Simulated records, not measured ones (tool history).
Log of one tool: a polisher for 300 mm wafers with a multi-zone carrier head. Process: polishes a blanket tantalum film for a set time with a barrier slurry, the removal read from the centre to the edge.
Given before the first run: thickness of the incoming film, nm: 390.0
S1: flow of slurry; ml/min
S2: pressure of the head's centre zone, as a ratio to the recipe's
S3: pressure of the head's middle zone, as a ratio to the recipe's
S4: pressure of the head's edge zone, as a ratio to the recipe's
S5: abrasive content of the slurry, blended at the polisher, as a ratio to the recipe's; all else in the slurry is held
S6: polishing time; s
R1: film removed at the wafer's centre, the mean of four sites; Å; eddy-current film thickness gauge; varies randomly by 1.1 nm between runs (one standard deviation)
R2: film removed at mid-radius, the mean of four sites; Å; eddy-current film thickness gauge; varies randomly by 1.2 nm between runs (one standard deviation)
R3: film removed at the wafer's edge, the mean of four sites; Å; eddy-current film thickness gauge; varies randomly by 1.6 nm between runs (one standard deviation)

run 1 day=0.000 | S1=165 S2=1.00 S3=1.00 S4=1.00 S5=1.00 S6=75 | R1=1577.2 R2=1555.0 R3=1578.2
run 2 day=0.029 | S1=165 S2=1.08 S3=1.00 S4=1.00 S5=1.00 S6=75 | R1=1693.3 R2=1554.6 R3=1604.6
run 3 day=0.258 | S1=165 S2=1.02 S3=1.00 S4=1.00 S5=1.00 S6=75 | R1=1626.5 R2=1543.4 R3=1593.4
run 4 day=0.567 | S1=160 S2=0.99 S3=1.00 S4=0.98 S5=0.90 S6=72 | R1=1429.5 R2=1421.4 R3=1392.5
run 5 day=0.788 | S1=160 S2=0.99 S3=1.00 S4=1.04 S5=0.90 S6=72 | R1=1432.7 R2=1438.3 R3=1438.8
run 6 day=1.033 | S1=155 S2=0.96 S3=0.98 S4=1.03 S5=0.80 S6=72 | R1=1284.6 R2=1272.9 R3=1327.5
run 7 day=1.129 | S1=150 S2=0.94 S3=0.98 S4=1.00 S5=0.75 S6=72 | R1=1195.8 R2=1225.4 R3=1232.1
run 8 day=1.400 | S1=145 S2=0.93 S3=0.98 S4=0.98 S5=0.75 S6=72 | R1=1212.2 R2=1236.5 R3=1274.4
run 9 day=1.696 | S1=155 S2=0.92 S3=0.98 S4=0.98 S5=0.70 S6=71 | R1=1127.9 R2=1168.4 R3=1207.2

Run 10 has not been measured yet. What should we expect?
run 10 day=1.767 | S1=145 S2=0.92 S3=0.99 S4=0.96 S5=0.65 S6=71 | R1=? R2=? R3=?

{"run 10": {"R1": 1035.2, "R2": 1104.2, "R3": 1137.1}}

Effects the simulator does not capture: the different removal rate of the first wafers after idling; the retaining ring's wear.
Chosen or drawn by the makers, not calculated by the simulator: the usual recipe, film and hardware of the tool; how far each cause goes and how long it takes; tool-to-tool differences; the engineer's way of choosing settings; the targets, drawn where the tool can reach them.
